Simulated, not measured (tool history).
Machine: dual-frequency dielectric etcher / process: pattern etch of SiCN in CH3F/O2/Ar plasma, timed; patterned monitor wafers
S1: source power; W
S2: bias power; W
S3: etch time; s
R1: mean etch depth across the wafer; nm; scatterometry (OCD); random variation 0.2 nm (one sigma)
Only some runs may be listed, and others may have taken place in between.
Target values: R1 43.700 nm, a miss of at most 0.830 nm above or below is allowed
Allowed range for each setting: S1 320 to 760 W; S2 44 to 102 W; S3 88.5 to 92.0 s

run  hour   S1  S2    S3      R1
  1   0.0  540  73  88.5  35.663
  2   2.6  570  75  88.5  36.927
  3   8.5  600  76  88.5  37.378
  4  12.9  620  79  88.5  39.083
  5  15.4  640  80  88.5  39.755
  6  17.3  640  80  88.5  39.982
  7  22.7  660  80  88.5  40.162
  8  23.7  750  88  89.0  44.454

Pick the move, out of 5, that brings all results within their allowed miss; only one does.
  A  24.7  760  84  88.5   ?
  B  24.7  750  87  90.5   ?
  C  24.7  760  90  89.5   ?
  D  24.7  730  87  92.0   ?
  E  24.7  740  85  92.0   ?

move      R1
   A  44.085
   B  45.563
   C  46.017
   D  45.802
   E  45.571
A: each result inside its tolerance
B: misses by more than the last run did
C: misses by more than the last run did
D: misses by more than the last run did
E: misses by more than the last run did
Correct choice: A, which meets every target

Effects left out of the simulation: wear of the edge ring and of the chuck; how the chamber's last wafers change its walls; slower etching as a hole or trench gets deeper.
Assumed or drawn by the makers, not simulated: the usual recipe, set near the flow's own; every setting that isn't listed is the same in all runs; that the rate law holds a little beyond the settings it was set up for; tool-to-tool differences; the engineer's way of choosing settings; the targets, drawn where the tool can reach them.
